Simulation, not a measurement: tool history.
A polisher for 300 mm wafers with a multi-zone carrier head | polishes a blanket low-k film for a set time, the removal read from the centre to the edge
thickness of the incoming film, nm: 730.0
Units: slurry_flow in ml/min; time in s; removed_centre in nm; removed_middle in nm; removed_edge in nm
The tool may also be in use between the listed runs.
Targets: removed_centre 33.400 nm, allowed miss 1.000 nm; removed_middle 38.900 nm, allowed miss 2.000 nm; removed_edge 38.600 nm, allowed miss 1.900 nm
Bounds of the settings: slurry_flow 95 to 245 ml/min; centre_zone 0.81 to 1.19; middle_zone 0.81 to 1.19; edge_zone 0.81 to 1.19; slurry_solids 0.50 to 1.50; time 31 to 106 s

Run 1, day 0.000: slurry_flow 155 ml/min, centre_zone 1.00, middle_zone 1.00, edge_zone 1.00, slurry_solids 1.00, time 68 s. Result: removed_centre 32.150 nm, removed_middle 28.734 nm, removed_edge 30.021 nm.
Run 2, day 0.171: slurry_flow 160 ml/min, centre_zone 0.98, middle_zone 1.02, edge_zone 1.02, slurry_solids 1.05, time 68 s. Result: removed_centre 32.143 nm, removed_middle 30.874 nm, removed_edge 31.390 nm.
Run 3, day 0.446: slurry_flow 165 ml/min, centre_zone 0.97, middle_zone 1.03, edge_zone 1.04, slurry_solids 1.05, time 68 s. Result: removed_centre 31.942 nm, removed_middle 32.399 nm, removed_edge 31.790 nm.
Run 4, day 0.750: slurry_flow 170 ml/min, centre_zone 0.96, middle_zone 1.02, edge_zone 1.06, slurry_solids 1.05, time 68 s. Result: removed_centre 31.912 nm, removed_middle 31.584 nm, removed_edge 31.788 nm.
Run 5, day 0.825: slurry_flow 170 ml/min, centre_zone 0.96, middle_zone 0.95, edge_zone 1.06, slurry_solids 1.05, time 68 s. Result: removed_centre 31.448 nm, removed_middle 28.927 nm, removed_edge 32.165 nm.
Run 6, day 1.042: slurry_flow 175 ml/min, centre_zone 0.95, middle_zone 0.96, edge_zone 1.07, slurry_solids 1.10, time 68 s. Result: removed_centre 32.111 nm, removed_middle 30.323 nm, removed_edge 32.830 nm.
Run 7, day 1.179: slurry_flow 175 ml/min, centre_zone 0.94, middle_zone 0.97, edge_zone 1.08, slurry_solids 1.15, time 68 s. Result: removed_centre 32.594 nm, removed_middle 30.767 nm, removed_edge 34.221 nm.
At day 1.538: centre zone pressure recalibrated.
Run 8, day 1.538: slurry_flow 180 ml/min, centre_zone 0.93, middle_zone 0.98, edge_zone 1.09, slurry_solids 1.15, time 68 s. Result: removed_centre 29.967 nm, removed_middle 30.853 nm, removed_edge 33.994 nm.
Run 9, day 1.596: slurry_flow 180 ml/min, centre_zone 0.94, middle_zone 0.99, edge_zone 1.09, slurry_solids 1.20, time 68 s. Result: removed_centre 31.658 nm, removed_middle 32.847 nm, removed_edge 34.477 nm.
Run 10, day 1.838: slurry_flow 180 ml/min, centre_zone 0.94, middle_zone 0.99, edge_zone 1.10, slurry_solids 1.25, time 68 s. Result: removed_centre 32.144 nm, removed_middle 32.090 nm, removed_edge 35.980 nm.
Run 11, day 2.054: slurry_flow 185 ml/min, centre_zone 0.94, middle_zone 1.00, edge_zone 1.10, slurry_solids 1.25, time 68 s. Result: removed_centre 32.098 nm, removed_middle 33.836 nm, removed_edge 34.622 nm.
Run 12, day 2.383: slurry_flow 195 ml/min, centre_zone 0.88, middle_zone 1.03, edge_zone 1.17, slurry_solids 1.45, time 69 s. Result: removed_centre 32.169 nm, removed_middle 38.060 nm, removed_edge 38.893 nm.

4 next moves are on the table. One of them brings every result within its allowed miss. Which?
Run A, day 2.712: slurry_flow 190 ml/min, centre_zone 0.86, middle_zone 1.10, edge_zone 1.16, slurry_solids 1.40, time 70 s. Result: removed_centre ?, removed_middle ?, removed_edge ?.
Run B, day 2.712: slurry_flow 215 ml/min, centre_zone 0.93, middle_zone 1.00, edge_zone 1.05, slurry_solids 1.25, time 67 s. Result: removed_centre ?, removed_middle ?, removed_edge ?.
Run C, day 2.712: slurry_flow 195 ml/min, centre_zone 0.87, middle_zone 1.12, edge_zone 1.04, slurry_solids 1.25, time 77 s. Result: removed_centre ?, removed_middle ?, removed_edge ?.
Run D, day 2.712: slurry_flow 220 ml/min, centre_zone 0.91, middle_zone 1.07, edge_zone 1.14, slurry_solids 1.45, time 68 s. Result: removed_centre ?, removed_middle ?, removed_edge ?.

move  removed_centre  removed_middle  removed_edge
   A          31.399          39.117        39.007
   B          31.825          33.735        34.661
   C          33.704          42.128        39.192
   D          33.441          38.341        38.630
A: further off than the last run
B: further off than the last run
C: brings the result that was furthest off to its target, and leaves another outside
D: meets every target
Answer: D

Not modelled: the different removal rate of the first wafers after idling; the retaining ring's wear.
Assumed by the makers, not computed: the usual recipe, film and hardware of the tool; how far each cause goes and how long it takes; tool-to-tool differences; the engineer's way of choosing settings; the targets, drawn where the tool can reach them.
